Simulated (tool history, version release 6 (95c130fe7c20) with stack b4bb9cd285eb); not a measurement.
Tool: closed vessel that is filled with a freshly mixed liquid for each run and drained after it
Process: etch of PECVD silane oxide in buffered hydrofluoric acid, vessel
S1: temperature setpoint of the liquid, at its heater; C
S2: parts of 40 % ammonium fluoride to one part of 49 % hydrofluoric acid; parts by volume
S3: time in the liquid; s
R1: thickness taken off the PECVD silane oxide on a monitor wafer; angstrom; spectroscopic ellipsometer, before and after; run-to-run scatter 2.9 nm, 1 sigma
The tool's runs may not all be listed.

run	hour	S1	S2	S3	R1
1	0	20	11.5	105	2297.5
2	4.6	20	11.5	105	2281.1
3	6.9	20	9	105	2780.2
4	8.1	21	9	105	2990.8
5	13.4	17.5	9	105	2382.3
6	14.1	19	9	105	2676.8
7	19.1	20	9	105	2760.3
8	23.5	21	9	105	2965.5

Estimate the outcome of run 9 from the log above:
9	30	21.5	9	105	?

For run 9 the tool returned R1 3024 angstrom.

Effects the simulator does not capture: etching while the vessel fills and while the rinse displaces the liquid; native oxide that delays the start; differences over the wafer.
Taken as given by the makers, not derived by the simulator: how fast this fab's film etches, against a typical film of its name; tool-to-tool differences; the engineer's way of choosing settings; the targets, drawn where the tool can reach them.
